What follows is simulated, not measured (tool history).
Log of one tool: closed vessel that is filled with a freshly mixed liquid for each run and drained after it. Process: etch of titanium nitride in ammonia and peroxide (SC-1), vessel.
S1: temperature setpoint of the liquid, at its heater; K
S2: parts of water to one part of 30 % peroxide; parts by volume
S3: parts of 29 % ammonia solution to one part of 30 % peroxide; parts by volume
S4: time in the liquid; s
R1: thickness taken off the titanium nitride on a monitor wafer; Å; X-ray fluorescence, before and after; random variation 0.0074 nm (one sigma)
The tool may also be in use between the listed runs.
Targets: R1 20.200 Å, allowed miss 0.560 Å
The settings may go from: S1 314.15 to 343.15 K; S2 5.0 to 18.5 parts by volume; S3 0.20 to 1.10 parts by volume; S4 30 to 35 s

run	hour	S1	S2	S3	S4	R1
1	0.0	330.15	10.5	0.60	35	31.383
2	7.6	329.65	10.5	0.60	35	30.314
3	10.8	329.15	10.5	0.60	35	29.351
4	17.8	328.65	10.5	0.60	35	28.326
5	22.9	328.65	10.5	0.60	35	28.288
6	29.2	328.65	12.0	0.60	35	26.344
7	35.5	328.15	12.0	0.60	35	25.399
8	37.2	324.15	12.0	0.60	35	19.410

5 next moves are on the table. One of them brings every result within its allowed miss. Which?
A	38.9	324.65	13.0	0.55	35	?
B	38.9	328.65	15.0	0.65	30	?
C	38.9	323.15	11.5	0.70	35	?
D	38.9	327.15	12.5	0.20	35	?
E	38.9	330.15	15.0	0.20	35	?

move	R1
A	19.122
B	20.532
C	19.172
D	19.219
E	21.273
A: further off than the last run
B: meets every target
C: further off than the last run
D: further off than the last run
E: takes the result that was furthest off past its target
Move B is the one to make.

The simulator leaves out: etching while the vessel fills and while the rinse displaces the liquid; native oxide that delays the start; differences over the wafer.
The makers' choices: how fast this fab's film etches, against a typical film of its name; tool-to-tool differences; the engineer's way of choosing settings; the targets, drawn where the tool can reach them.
